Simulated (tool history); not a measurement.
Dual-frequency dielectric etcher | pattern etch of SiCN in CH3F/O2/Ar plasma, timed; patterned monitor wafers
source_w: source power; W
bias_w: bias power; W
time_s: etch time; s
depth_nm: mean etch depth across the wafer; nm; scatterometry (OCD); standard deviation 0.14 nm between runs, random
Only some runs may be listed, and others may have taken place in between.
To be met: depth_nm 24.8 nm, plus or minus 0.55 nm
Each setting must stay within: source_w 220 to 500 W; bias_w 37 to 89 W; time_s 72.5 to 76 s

run  hour  source_w  bias_w  time_s  depth_nm
  1     0       360      63    72.5    29.932
  2   2.3       360      74    72.5    31.411
  3     3       320      68    72.5    28.875
  4   4.7       290      68    72.5    27.905
  5   6.5       270      66    72.5    26.622
  6  14.3       260      66    72.5    26.384
  7  21.4       250      65    72.5    25.661
  8  26.5       220      64    72.5    24.156

Exercise: of the 4 proposed moves below, exactly one satisfies all targets within the stated allowed misses. Which move is it?
  A  31.6       230      59    75.5         ?
  B  31.6       220      58      73         ?
  C  31.6       220      71      75         ?
  D  31.6       220      62    72.5         ?

move  depth_nm
   A    24.791
   B    23.336
   C     25.74
   D    23.717
A: meets every target
B: its largest miss is bigger than the last run's
C: takes the result that was furthest off past its target
D: its largest miss is bigger than the last run's
Correct choice: A, which meets every target
